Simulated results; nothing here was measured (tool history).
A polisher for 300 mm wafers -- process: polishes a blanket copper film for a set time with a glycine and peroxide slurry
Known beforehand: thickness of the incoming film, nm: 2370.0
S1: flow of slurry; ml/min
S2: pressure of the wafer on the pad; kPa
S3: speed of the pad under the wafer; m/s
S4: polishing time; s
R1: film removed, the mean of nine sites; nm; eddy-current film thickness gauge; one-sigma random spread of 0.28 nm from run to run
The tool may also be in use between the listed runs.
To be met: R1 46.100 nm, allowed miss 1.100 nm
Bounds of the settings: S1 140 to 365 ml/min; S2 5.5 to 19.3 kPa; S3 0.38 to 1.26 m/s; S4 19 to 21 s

| run | day | S1 | S2 | S3 | S4 | R1 |
|---|---|---|---|---|---|---|
| 1 | 0.000 | 235 | 12.4 | 0.82 | 21 | 61.281 |
| 2 | 0.104 | 235 | 11.7 | 0.82 | 21 | 59.643 |
| 3 | 0.338 | 235 | 11.0 | 0.82 | 21 | 57.292 |
| 4 | 0.379 | 235 | 10.3 | 0.82 | 21 | 54.188 |
| 5 | 0.542 | 235 | 12.4 | 0.82 | 21 | 62.440 |
| 6 | 0.750 | 235 | 12.4 | 0.82 | 19 | 55.847 |
| 7 | 0.800 | 235 | 11.7 | 0.82 | 19 | 53.429 |
| 8 | 0.988 | 225 | 10.3 | 0.82 | 19 | 48.624 |
| 9 | 1.167 | 225 | 10.3 | 0.82 | 19 | 48.377 |
| 10 | 1.462 | 220 | 10.3 | 0.82 | 19 | 48.964 |
| 11 | 1.588 | 215 | 10.3 | 0.82 | 19 | 48.652 |
| 12 | 1.838 | 210 | 10.3 | 0.82 | 19 | 48.223 |
| 13 | 2.042 | 205 | 10.3 | 0.82 | 19 | 48.414 |
| 14 | 2.138 | 200 | 10.3 | 0.82 | 19 | 48.652 |

Which of these 4 next moves meets every target?
| A | 2.233 | 190 | 11.0 | 0.84 | 19 | ? |
| B | 2.233 | 200 | 9.0 | 0.82 | 20 | ? |
| C | 2.233 | 220 | 10.3 | 0.76 | 21 | ? |
| D | 2.233 | 205 | 10.3 | 0.86 | 20 | ? |

| move | R1 |
|---|---|
| A | 50.966 |
| B | 46.314 |
| C | 51.495 |
| D | 52.763 |
A: misses by more than the last run did
B: every result within its allowed miss
C: misses by more than the last run did
D: misses by more than the last run did
Go with B: it meets all targets.
